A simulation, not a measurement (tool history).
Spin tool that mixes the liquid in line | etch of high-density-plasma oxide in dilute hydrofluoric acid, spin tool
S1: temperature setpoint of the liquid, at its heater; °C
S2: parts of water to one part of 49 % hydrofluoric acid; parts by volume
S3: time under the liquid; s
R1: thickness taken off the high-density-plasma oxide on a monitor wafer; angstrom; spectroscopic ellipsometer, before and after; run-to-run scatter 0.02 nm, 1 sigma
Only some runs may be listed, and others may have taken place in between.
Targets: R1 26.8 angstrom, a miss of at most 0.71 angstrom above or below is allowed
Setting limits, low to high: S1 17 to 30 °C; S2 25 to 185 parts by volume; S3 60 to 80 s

run 1 day=0 | S1=22 S2=105 S3=80 | R1=58.068
run 2 day=0.317 | S1=22 S2=105 S3=80 | R1=57.682
run 3 day=0.425 | S1=19 S2=105 S3=80 | R1=51.262
run 4 day=0.796 | S1=17 S2=105 S3=80 | R1=48.072
run 5 day=1.046 | S1=17 S2=105 S3=80 | R1=47.375
run 6 day=1.408 | S1=19.5 S2=105 S3=80 | R1=52.962
run 7 day=1.483 | S1=19 S2=110 S3=80 | R1=48.976
run 8 day=1.662 | S1=19 S2=115 S3=80 | R1=45.802
run 9 day=1.992 | S1=19 S2=115 S3=80 | R1=46.964
run 10 day=2.3 | S1=19 S2=120 S3=80 | R1=43.729
run 11 day=2.417 | S1=19 S2=125 S3=80 | R1=42.335
run 12 day=2.754 | S1=17 S2=165 S3=80 | R1=28.619

Next run, 4 choices. One meets every target within its allowed miss, the rest don't. Which?
run A day=3.092 | S1=17.5 S2=175 S3=75 | R1=?
run B day=3.092 | S1=17 S2=150 S3=75 | R1=?
run C day=3.092 | S1=17 S2=135 S3=60 | R1=?
run D day=3.092 | S1=20.5 S2=185 S3=80 | R1=?

move=A R1=25.046
move=B R1=29.329
move=C R1=26.456
move=D R1=28.172
A: pushes the last run's worst result past its target
B: further off than the last run
C: all results land within tolerance of their targets
D: nearer than the last run, and not there yet
Move C is the one to make.
